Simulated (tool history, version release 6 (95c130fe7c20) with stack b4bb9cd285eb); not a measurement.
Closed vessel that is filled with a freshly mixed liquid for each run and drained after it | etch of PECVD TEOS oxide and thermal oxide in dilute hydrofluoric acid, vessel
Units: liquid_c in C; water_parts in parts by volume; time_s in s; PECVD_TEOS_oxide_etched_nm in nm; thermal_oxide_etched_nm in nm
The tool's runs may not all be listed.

run  hour  liquid_c  water_parts  time_s  PECVD_TEOS_oxide_etched_nm  thermal_oxide_etched_nm
  1     0        24          150      65                      6.1959                   2.0785
  2   3.3        24          150      45                      4.3475                   1.4292
  3   7.6        24          115      45                      5.8601                   1.9189
  4   9.3      23.5          115      45                      5.7109                   1.9668
  5  14.3      23.5          115      35                      4.5479                   1.4535
  6  18.2      23.5          115      55                      6.9996                   2.4447
  7  19.9        23          120      55                      6.4904                   2.1887

Forecast run 8:
  8  27.4        19          125      55                           ?                        ?

{"run 8": {"PECVD_TEOS_oxide_etched_nm": 5.2684, "thermal_oxide_etched_nm": 1.7658}}
